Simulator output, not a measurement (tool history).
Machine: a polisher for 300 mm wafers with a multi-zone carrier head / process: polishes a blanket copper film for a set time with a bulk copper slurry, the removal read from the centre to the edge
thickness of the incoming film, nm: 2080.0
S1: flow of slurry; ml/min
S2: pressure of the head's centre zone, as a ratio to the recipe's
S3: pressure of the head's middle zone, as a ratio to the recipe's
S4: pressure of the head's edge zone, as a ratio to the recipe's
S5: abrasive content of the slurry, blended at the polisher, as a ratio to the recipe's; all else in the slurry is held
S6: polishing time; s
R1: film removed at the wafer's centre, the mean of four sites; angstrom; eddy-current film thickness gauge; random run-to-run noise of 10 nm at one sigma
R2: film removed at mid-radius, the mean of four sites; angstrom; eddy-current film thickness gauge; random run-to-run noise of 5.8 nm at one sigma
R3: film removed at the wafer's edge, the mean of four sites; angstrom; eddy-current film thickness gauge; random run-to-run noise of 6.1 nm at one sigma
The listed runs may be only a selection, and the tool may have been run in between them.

run,hour,S1,S2,S3,S4,S5,S6,R1,R2,R3
1,0.0,255,1.00,1.00,1.00,1.00,71,5246.6,5146.5,5225.7
2,6.2,255,1.00,1.00,0.96,1.00,71,5165.3,5188.5,5109.1
3,10.4,255,1.00,1.00,0.96,1.00,84,6273.5,6182.6,6073.7
4,15.4,255,1.00,1.00,0.92,1.00,84,6224.7,6147.1,5910.8
5,16.4,255,1.08,1.00,0.92,1.00,84,6970.4,6098.7,5930.6
6,18.8,255,1.11,1.00,0.92,1.00,84,6999.2,6034.6,5830.8
7,25.8,265,1.08,1.02,0.99,1.15,85,7321.8,6458.7,6458.9
8,27.9,265,1.08,1.02,0.99,1.15,85,7069.0,6587.0,6501.9
9,36.8,280,1.08,1.04,1.04,1.20,85,7352.9,6832.0,6813.2
10,45.1,295,1.06,1.05,1.08,1.25,85,7313.3,6943.8,6922.3
11,47.0,285,1.04,1.05,1.10,1.30,86,7248.1,7049.9,7192.5
12,47.9,290,1.03,1.06,1.12,1.35,87,7333.9,7286.8,7365.2

Forecast run 13:
13,49.3,290,1.03,1.06,1.12,1.35,87,?,?,?

R1: 7209.7 angstrom
R2: 7348.8 angstrom
R3: 7328.7 angstrom

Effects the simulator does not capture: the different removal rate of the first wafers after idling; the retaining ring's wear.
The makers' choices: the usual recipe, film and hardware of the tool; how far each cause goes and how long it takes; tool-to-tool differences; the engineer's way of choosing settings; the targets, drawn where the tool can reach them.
